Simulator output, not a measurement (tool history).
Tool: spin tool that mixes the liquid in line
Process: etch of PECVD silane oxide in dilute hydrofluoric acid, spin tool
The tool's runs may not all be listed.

run,hour,temperature setpoint of the liquid (K),parts of water to one part of 49 % hydrofluoric acid (parts by volume),time under the liquid (s),thickness taken off the PECVD silane oxide on a monitor wafer (angstrom)
1,0,295.15,70,155,340.63
2,8.8,296.65,70,155,354.56
3,14.5,297.65,65,155,410.64
4,17.5,298.65,65,155,418.96
5,23.8,299.65,65,155,445.65
6,26.1,300.15,65,155,448.87
7,27.1,300.65,65,155,457.91

Run 8 comes next. What will it give?
8,35.5,301.15,65,155,?

thickness taken off the PECVD silane oxide on a monitor wafer (angstrom): 464.27
